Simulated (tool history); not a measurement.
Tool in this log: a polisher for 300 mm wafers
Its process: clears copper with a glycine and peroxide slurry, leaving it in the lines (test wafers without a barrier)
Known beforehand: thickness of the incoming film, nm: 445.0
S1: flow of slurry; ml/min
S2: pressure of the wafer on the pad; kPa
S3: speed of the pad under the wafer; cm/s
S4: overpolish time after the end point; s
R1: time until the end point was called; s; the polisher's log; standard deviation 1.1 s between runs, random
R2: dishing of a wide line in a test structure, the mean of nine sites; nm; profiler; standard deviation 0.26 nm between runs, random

run,hour,S1,S2,S3,S4,R1,R2
1,0,170,18.6,112,10,64.621,39.058
2,5.5,175,17.9,112,9,65.897,35.423
3,8.5,175,17.9,112,12,66.803,43.74
4,9.4,175,21.4,112,12,55.048,48.313
5,17.2,180,20.7,108,10,58.18,41.572
6,18.7,180,20.7,108,12,60.025,47.849
7,24,180,19.3,110,10,61.901,39.804
8,29,185,18.6,110,9,62.268,35.465
9,35,190,17.2,110,8,67.781,31.217
10,38.8,195,16.5,110,7,70.983,26.719
11,39.3,200,15.9,110,7,72.009,25.831
12,42.9,210,15.2,110,7,75.259,25.891
13,49.9,175,15.2,108,5,76.031,18.522
14,51.2,180,15.2,108,5,76.164,18.466
15,53.1,185,15.2,108,5,76.477,18.47
16,54.7,190,15.2,108,5,76.756,18.407
17,58.9,200,15.2,108,5,76.237,18.68
18,65.2,200,15.2,106,7,77.134,24.964
19,68,195,15.2,106,7,78.639,24.947
20,75.8,190,15.2,106,7,76.093,24.566

Run 21, settings as shown, results not yet in. Your forecast:
21,80,185,15.2,106,7,?,?

{"run 21": {"R1": 76.719, "R2": 24.637}}
